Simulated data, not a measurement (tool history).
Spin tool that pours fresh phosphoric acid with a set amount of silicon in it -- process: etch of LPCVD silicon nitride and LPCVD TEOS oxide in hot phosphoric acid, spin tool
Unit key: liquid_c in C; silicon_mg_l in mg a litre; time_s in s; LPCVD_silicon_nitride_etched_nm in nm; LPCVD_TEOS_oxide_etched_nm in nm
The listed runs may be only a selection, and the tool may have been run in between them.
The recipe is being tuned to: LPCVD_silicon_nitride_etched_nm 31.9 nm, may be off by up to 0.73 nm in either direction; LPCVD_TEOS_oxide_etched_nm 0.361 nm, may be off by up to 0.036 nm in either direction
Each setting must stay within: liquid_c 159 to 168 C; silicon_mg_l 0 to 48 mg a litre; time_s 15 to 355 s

run	hour	liquid_c	silicon_mg_l	time_s	LPCVD_silicon_nitride_etched_nm	LPCVD_TEOS_oxide_etched_nm
1	0	164	21	180	19.99	0.77906
2	7	162.5	21	180	18.878	0.69704
3	9.5	162.5	21	220	23.424	0.85865
4	11.5	162.5	26.5	220	23.099	0.72313
5	18.1	162.5	31.5	220	23.482	0.58949
6	25.8	163.5	31.5	220	24.177	0.62701
7	27.5	163	33.5	230	24.972	0.59961
8	33.1	162.5	35	240	25.452	0.5406
9	33.9	160	48	315	30.642	0.30886
10	41.8	160	48	315	30.811	0.33203

Consider the 4 candidate settings below. Which is the only one whose results all fall within their allowed miss of target?
A	49.7	160	42	295	?	?
B	49.7	161	45.5	295	?	?
C	49.7	160.5	44	320	?	?
D	49.7	159	41.5	305	?	?

move	LPCVD_silicon_nitride_etched_nm	LPCVD_TEOS_oxide_etched_nm
A	28.959	0.36344
B	29.945	0.31457
C	31.944	0.34617
D	28.949	0.36228
A: the biggest miss grows against the last run
B: the biggest miss grows against the last run
C: every result within its allowed miss
D: the biggest miss grows against the last run
Go with C: it meets all targets.
